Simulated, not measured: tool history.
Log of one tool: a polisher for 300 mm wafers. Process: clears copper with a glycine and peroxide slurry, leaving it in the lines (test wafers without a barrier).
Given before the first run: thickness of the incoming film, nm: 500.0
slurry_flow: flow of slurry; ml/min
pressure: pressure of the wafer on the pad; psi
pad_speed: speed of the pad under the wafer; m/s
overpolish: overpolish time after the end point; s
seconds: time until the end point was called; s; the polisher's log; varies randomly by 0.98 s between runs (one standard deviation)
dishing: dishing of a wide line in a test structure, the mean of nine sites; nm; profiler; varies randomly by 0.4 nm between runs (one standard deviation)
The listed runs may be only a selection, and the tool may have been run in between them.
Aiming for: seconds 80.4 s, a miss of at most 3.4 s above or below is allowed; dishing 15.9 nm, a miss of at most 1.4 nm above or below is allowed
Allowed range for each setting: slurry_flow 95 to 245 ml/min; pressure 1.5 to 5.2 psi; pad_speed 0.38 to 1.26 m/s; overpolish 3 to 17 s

Run 1, day 0: slurry_flow 155 ml/min, pressure 3.3 psi, pad_speed 0.82 m/s, overpolish 9 s. Result: seconds 111.76 s, dishing 26.515 nm.
Run 2, day 0.138: slurry_flow 155 ml/min, pressure 3.3 psi, pad_speed 0.82 m/s, overpolish 7 s. Result: seconds 109.75 s, dishing 19.394 nm.
Run 3, day 0.212: slurry_flow 155 ml/min, pressure 3.3 psi, pad_speed 0.68 m/s, overpolish 7 s. Result: seconds 129.94 s, dishing 16.648 nm.
Run 4, day 0.508: slurry_flow 195 ml/min, pressure 3.3 psi, pad_speed 0.68 m/s, overpolish 7 s. Result: seconds 122.39 s, dishing 18.299 nm.
Run 5, day 0.588: slurry_flow 195 ml/min, pressure 2.9 psi, pad_speed 0.68 m/s, overpolish 7 s. Result: seconds 136.06 s, dishing 16.494 nm.
Run 6, day 0.929: slurry_flow 195 ml/min, pressure 2.9 psi, pad_speed 0.8 m/s, overpolish 7 s. Result: seconds 117.01 s, dishing 18.538 nm.
Run 7, day 1.229: slurry_flow 200 ml/min, pressure 3.3 psi, pad_speed 0.82 m/s, overpolish 6 s. Result: seconds 107.91 s, dishing 17.841 nm.
Run 8, day 1.262: slurry_flow 200 ml/min, pressure 3.7 psi, pad_speed 0.84 m/s, overpolish 5 s. Result: seconds 96.148 s, dishing 16.569 nm.
Run 9, day 1.421: slurry_flow 200 ml/min, pressure 3.9 psi, pad_speed 0.84 m/s, overpolish 5 s. Result: seconds 92.503 s, dishing 17.558 nm.
Run 10, day 1.658: slurry_flow 210 ml/min, pressure 4.3 psi, pad_speed 0.92 m/s, overpolish 3 s. Result: seconds 76.582 s, dishing 12.783 nm.
Run 11, day 1.9: slurry_flow 210 ml/min, pressure 4.2 psi, pad_speed 0.92 m/s, overpolish 3 s. Result: seconds 77.539 s, dishing 11.589 nm.

Which of these 5 next moves meets every target?
Run A, day 2.142: slurry_flow 210 ml/min, pressure 5 psi, pad_speed 0.88 m/s, overpolish 3 s. Result: seconds ?, dishing ?.
Run B, day 2.142: slurry_flow 185 ml/min, pressure 3.8 psi, pad_speed 1 m/s, overpolish 4 s. Result: seconds ?, dishing ?.
Run C, day 2.142: slurry_flow 215 ml/min, pressure 4.2 psi, pad_speed 0.98 m/s, overpolish 3 s. Result: seconds ?, dishing ?.
Run D, day 2.142: slurry_flow 145 ml/min, pressure 4 psi, pad_speed 1.12 m/s, overpolish 3 s. Result: seconds ?, dishing ?.
Run E, day 2.142: slurry_flow 215 ml/min, pressure 4 psi, pad_speed 1.06 m/s, overpolish 4 s. Result: seconds ?, dishing ?.

move  seconds  dishing
   A   71.265   14.169
   B   81.267    16.37
   C   74.761   13.517
   D   73.291   13.758
   E   72.694   18.162
A: better than the last run, though not everything is in spec
B: all results land within tolerance of their targets
C: better than the last run, though not everything is in spec
D: better than the last run, though not everything is in spec
E: takes the biggest miss from the last run beyond its target
Answer: B
